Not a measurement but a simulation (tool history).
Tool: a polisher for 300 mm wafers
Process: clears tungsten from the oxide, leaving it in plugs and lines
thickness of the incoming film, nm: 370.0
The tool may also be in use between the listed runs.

run	day	flow of slurry (ml/min)	pressure of the wafer on the pad (kPa)	speed of the pad under the wafer (m/s)	abrasive content of the slurry	overpolish time after the end point (s)	time until the end point was called (s)
1	0	270	20	1.36	1	7	97.217
2	0.229	270	20	1.36	1.15	7	93.915
3	0.496	270	20	1.36	1.35	7	89.995
4	0.579	270	20	1.64	1.35	7	75.528
5	0.717	270	20	1.64	1.35	5	74.365
6	0.838	270	20	1.48	1.35	5	82.342
7	0.954	270	19.3	1.48	1.35	5	84.763
8	1.267	270	18.6	1.48	1.35	5	87.401
9	1.583	270	17.9	1.48	1.35	5	90.041
10	1.796	270	17.9	1.48	1.35	5	90.47
11	2.012	270	17.2	1.48	1.35	5	92.628

For run 12, what comes out?
12	2.212	265	16.5	1.48	1.35	5	?

For run 12 the tool returned time until the end point was called (s) 96.322.
